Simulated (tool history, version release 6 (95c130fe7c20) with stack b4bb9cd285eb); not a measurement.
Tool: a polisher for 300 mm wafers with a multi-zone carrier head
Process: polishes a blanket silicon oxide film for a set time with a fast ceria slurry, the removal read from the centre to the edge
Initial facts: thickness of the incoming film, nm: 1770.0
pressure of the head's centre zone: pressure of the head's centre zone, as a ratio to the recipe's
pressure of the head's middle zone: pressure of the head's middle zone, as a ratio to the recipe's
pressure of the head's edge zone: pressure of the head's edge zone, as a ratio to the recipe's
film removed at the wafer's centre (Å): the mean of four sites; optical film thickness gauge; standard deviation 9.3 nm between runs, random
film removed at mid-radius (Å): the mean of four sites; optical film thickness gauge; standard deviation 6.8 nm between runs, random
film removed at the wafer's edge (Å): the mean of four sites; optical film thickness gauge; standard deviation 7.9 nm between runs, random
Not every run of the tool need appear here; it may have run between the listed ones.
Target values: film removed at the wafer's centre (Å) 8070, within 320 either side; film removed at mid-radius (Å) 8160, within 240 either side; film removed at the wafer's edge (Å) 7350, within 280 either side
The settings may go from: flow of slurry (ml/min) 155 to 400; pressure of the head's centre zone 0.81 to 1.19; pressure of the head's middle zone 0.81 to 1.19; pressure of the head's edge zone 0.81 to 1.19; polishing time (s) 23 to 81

| run | hour | flow of slurry (ml/min) | pressure of the head's centre zone | pressure of the head's middle zone | pressure of the head's edge zone | polishing time (s) | film removed at the wafer's centre (Å) | film removed at mid-radius (Å) | film removed at the wafer's edge (Å) |
|---|---|---|---|---|---|---|---|---|---|
| 1 | 0 | 255 | 1 | 1 | 1 | 52 | 6117.8 | 6369.3 | 6308.7 |
| 2 | 5.8 | 255 | 1 | 1.08 | 1 | 52 | 6105.8 | 6871.1 | 6331.1 |
| 3 | 10.7 | 255 | 1 | 1.11 | 1 | 52 | 5970.9 | 6984.1 | 6392.6 |
| 4 | 14.8 | 260 | 1.02 | 1.12 | 1.01 | 53 | 6374.7 | 7330.8 | 6478.9 |
| 5 | 20 | 260 | 1.02 | 1.12 | 0.97 | 53 | 6418.2 | 7156.5 | 6498.2 |
| 6 | 24 | 265 | 1.03 | 1.12 | 0.97 | 54 | 6589.3 | 7474.8 | 6414.7 |
| 7 | 28 | 265 | 1.04 | 1.11 | 0.99 | 55 | 6897.1 | 7402.2 | 6679 |
| 8 | 31.2 | 270 | 1.05 | 1.12 | 1 | 55 | 6910.5 | 7528.8 | 6773.6 |

5 candidate next runs follow, results not yet known. Just one meets every target within its allowed miss. Identify it.
| A | 34.4 | 295 | 1.19 | 1.11 | 0.82 | 60 | ? | ? | ? |
| B | 34.4 | 275 | 1.1 | 1.08 | 0.94 | 61 | ? | ? | ? |
| C | 34.4 | 260 | 1.16 | 1.15 | 0.88 | 59 | ? | ? | ? |
| D | 34.4 | 320 | 1.14 | 1.14 | 0.83 | 58 | ? | ? | ? |
| E | 34.4 | 275 | 1.16 | 1.15 | 0.84 | 58 | ? | ? | ? |

| move | film removed at the wafer's centre (Å) | film removed at mid-radius (Å) | film removed at the wafer's edge (Å) |
|---|---|---|---|
| A | 8775.2 | 8154.8 | 6743.5 |
| B | 8180.3 | 8047.3 | 7260.2 |
| C | 8299.2 | 8166.7 | 6776.9 |
| D | 8190.9 | 8126.3 | 6587.1 |
| E | 8209.2 | 8073.7 | 6551.7 |
A: takes the biggest miss from the last run beyond its target
B: meets every target
C: puts the biggest miss on target and leaves a different result outside tolerance
D: puts the biggest miss on target and leaves a different result outside tolerance
E: puts the biggest miss on target and leaves a different result outside tolerance
B is the move that brings every result within its allowed miss.

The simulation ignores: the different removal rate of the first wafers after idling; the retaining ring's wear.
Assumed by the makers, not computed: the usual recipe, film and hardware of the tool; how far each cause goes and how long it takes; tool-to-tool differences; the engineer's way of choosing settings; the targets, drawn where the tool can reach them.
